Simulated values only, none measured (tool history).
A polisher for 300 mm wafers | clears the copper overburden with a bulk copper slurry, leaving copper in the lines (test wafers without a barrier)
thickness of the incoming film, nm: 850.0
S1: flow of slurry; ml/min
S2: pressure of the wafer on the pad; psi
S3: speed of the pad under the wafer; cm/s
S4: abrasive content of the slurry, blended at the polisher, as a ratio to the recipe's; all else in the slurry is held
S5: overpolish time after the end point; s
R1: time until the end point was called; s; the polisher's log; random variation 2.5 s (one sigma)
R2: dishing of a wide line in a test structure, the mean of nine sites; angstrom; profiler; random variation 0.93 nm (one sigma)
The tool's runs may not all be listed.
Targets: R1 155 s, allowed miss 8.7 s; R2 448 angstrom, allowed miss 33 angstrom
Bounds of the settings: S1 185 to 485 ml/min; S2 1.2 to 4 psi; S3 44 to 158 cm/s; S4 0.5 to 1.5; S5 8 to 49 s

{"run": 1, "hour": 0.0, "S1": 310, "S2": 2.6, "S3": 100, "S4": 1, "S5": 25, "R1": 103.05, "R2": 1035}
{"run": 2, "hour": 5.8, "S1": 310, "S2": 2.6, "S3": 80, "S4": 1, "S5": 25, "R1": 126.76, "R2": 937.2}
{"run": 3, "hour": 12.9, "S1": 310, "S2": 2.2, "S3": 88, "S4": 1, "S5": 20, "R1": 132.04, "R2": 721.94}
{"run": 4, "hour": 20.0, "S1": 310, "S2": 2, "S3": 90, "S4": 1, "S5": 18, "R1": 139.66, "R2": 665.58}
{"run": 5, "hour": 21.5, "S1": 310, "S2": 2.5, "S3": 90, "S4": 1, "S5": 18, "R1": 118.06, "R2": 757.59}
{"run": 6, "hour": 29.6, "S1": 310, "S2": 2.5, "S3": 90, "S4": 1.2, "S5": 18, "R1": 113.66, "R2": 792.51}
{"run": 7, "hour": 34.1, "S1": 310, "S2": 2.2, "S3": 90, "S4": 1.2, "S5": 15, "R1": 125.79, "R2": 665.74}
{"run": 8, "hour": 40.3, "S1": 310, "S2": 2, "S3": 90, "S4": 1.2, "S5": 13, "R1": 138.55, "R2": 553.14}
{"run": 9, "hour": 45.4, "S1": 310, "S2": 1.7, "S3": 92, "S4": 1.2, "S5": 9, "R1": 155.22, "R2": 370.71}
{"run": 10, "hour": 48.2, "S1": 310, "S2": 1.7, "S3": 90, "S4": 1.2, "S5": 10, "R1": 161.25, "R2": 387.1}

Which of these 5 next moves meets every target?
{"run": "A", "hour": 51.0, "S1": 360, "S2": 1.8, "S3": 90, "S4": 1.1, "S5": 11, "R1": "?", "R2": "?"}
{"run": "B", "hour": 51.0, "S1": 320, "S2": 1.8, "S3": 104, "S4": 1.2, "S5": 8, "R1": "?", "R2": "?"}
{"run": "C", "hour": 51.0, "S1": 310, "S2": 2.1, "S3": 70, "S4": 1, "S5": 16, "R1": "?", "R2": "?"}
{"run": "D", "hour": 51.0, "S1": 365, "S2": 2, "S3": 96, "S4": 1.2, "S5": 12, "R1": "?", "R2": "?"}
{"run": "E", "hour": 51.0, "S1": 245, "S2": 2.1, "S3": 92, "S4": 1.15, "S5": 10, "R1": "?", "R2": "?"}

move=A R1=152.31 R2=426.26
move=B R1=131.74 R2=370.43
move=C R1=173.38 R2=522.55
move=D R1=127.85 R2=526.8
move=E R1=133.54 R2=444.15
A: meets every target
B: further off than the last run
C: takes the result that was furthest off past its target
D: takes the result that was furthest off past its target
E: brings the result that was furthest off to its target, and leaves another outside
The right move is A.

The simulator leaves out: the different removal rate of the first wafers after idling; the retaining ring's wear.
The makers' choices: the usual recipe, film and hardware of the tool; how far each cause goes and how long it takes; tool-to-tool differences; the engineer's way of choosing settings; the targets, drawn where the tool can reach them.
